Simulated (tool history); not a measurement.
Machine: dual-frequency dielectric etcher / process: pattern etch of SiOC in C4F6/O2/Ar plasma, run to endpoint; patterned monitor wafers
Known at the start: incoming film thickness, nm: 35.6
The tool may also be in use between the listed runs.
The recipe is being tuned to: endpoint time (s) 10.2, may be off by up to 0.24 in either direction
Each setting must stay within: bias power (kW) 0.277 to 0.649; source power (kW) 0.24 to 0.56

{"run": 1, "day": 0.0, "bias power (kW)": 0.463, "source power (kW)": 0.4, "endpoint time (s)": 12.524}
{"run": 2, "day": 0.129, "bias power (kW)": 0.428, "source power (kW)": 0.4, "endpoint time (s)": 12.884}
{"run": 3, "day": 0.246, "bias power (kW)": 0.428, "source power (kW)": 0.46, "endpoint time (s)": 12.219}
{"run": 4, "day": 0.5, "bias power (kW)": 0.461, "source power (kW)": 0.46, "endpoint time (s)": 11.873}
{"run": 5, "day": 0.542, "bias power (kW)": 0.501, "source power (kW)": 0.47, "endpoint time (s)": 11.365}
{"run": 6, "day": 0.704, "bias power (kW)": 0.529, "source power (kW)": 0.48, "endpoint time (s)": 11.052}
{"run": 7, "day": 1.062, "bias power (kW)": 0.551, "source power (kW)": 0.49, "endpoint time (s)": 10.892}
{"run": 8, "day": 1.108, "bias power (kW)": 0.57, "source power (kW)": 0.5, "endpoint time (s)": 10.525}
{"run": 9, "day": 1.212, "bias power (kW)": 0.579, "source power (kW)": 0.5, "endpoint time (s)": 10.481}
{"run": 10, "day": 1.346, "bias power (kW)": 0.587, "source power (kW)": 0.5, "endpoint time (s)": 10.494}

Of the 5 settings listed for the next run, only one would bring every result within its allowed miss of target. Which one?
{"run": "A", "day": 1.479, "bias power (kW)": 0.613, "source power (kW)": 0.43, "endpoint time (s)": "?"}
{"run": "B", "day": 1.479, "bias power (kW)": 0.613, "source power (kW)": 0.52, "endpoint time (s)": "?"}
{"run": "C", "day": 1.479, "bias power (kW)": 0.64, "source power (kW)": 0.43, "endpoint time (s)": "?"}
{"run": "D", "day": 1.479, "bias power (kW)": 0.551, "source power (kW)": 0.49, "endpoint time (s)": "?"}
{"run": "E", "day": 1.479, "bias power (kW)": 0.557, "source power (kW)": 0.49, "endpoint time (s)": "?"}

move=A endpoint_time_(s)=10.967
move=B endpoint_time_(s)=10.156
move=C endpoint_time_(s)=10.783
move=D endpoint_time_(s)=10.842
move=E endpoint_time_(s)=10.796
A: further off than the last run
B: all results in spec
C: further off than the last run
D: further off than the last run
E: further off than the last run
So the answer is move B, the one that meets all the targets.

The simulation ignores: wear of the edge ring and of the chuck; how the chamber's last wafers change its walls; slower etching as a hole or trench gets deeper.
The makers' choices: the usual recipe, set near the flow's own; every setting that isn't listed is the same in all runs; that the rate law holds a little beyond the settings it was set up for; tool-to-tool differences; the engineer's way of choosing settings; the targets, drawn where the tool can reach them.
